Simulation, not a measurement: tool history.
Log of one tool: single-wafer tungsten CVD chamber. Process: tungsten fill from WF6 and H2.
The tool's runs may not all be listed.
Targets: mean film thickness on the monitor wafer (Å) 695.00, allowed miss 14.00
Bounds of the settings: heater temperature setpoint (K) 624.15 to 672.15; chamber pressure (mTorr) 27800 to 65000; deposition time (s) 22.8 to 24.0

| run | hour | heater temperature setpoint (K) | chamber pressure (mTorr) | deposition time (s) | mean film thickness on the monitor wafer (Å) |
|---|---|---|---|---|---|
| 1 | 0.0 | 648.15 | 46400 | 24.0 | 512.35 |
| 2 | 2.5 | 650.15 | 46500 | 24.0 | 541.36 |
| 3 | 8.6 | 644.15 | 46500 | 24.0 | 464.27 |
| 4 | 9.4 | 644.15 | 46500 | 22.8 | 441.60 |
| 5 | 16.2 | 635.15 | 46500 | 22.8 | 352.72 |
| 6 | 22.9 | 631.15 | 46500 | 22.8 | 322.13 |
| 7 | 25.2 | 635.15 | 46600 | 22.8 | 355.17 |
| 8 | 26.1 | 647.15 | 47800 | 22.8 | 481.68 |
| 9 | 34.6 | 649.15 | 47900 | 22.8 | 506.40 |
| 10 | 41.6 | 651.15 | 48000 | 22.8 | 537.64 |
| 11 | 43.2 | 652.15 | 48000 | 22.8 | 543.78 |
| 12 | 44.6 | 653.15 | 48000 | 22.8 | 557.58 |

4 next moves are on the table. One of them brings every result within its allowed miss. Which?
| A | 46.0 | 662.15 | 41200 | 22.8 | ? |
| B | 46.0 | 667.15 | 39800 | 24.0 | ? |
| C | 46.0 | 662.15 | 45600 | 23.7 | ? |
| D | 46.0 | 662.15 | 53500 | 23.2 | ? |

| move | mean film thickness on the monitor wafer (Å) |
|---|---|
| A | 638.21 |
| B | 738.63 |
| C | 689.41 |
| D | 717.27 |
A: nearer than the last run, and not there yet
B: takes the result that was furthest off past its target
C: meets every target
D: takes the result that was furthest off past its target
Answer: C
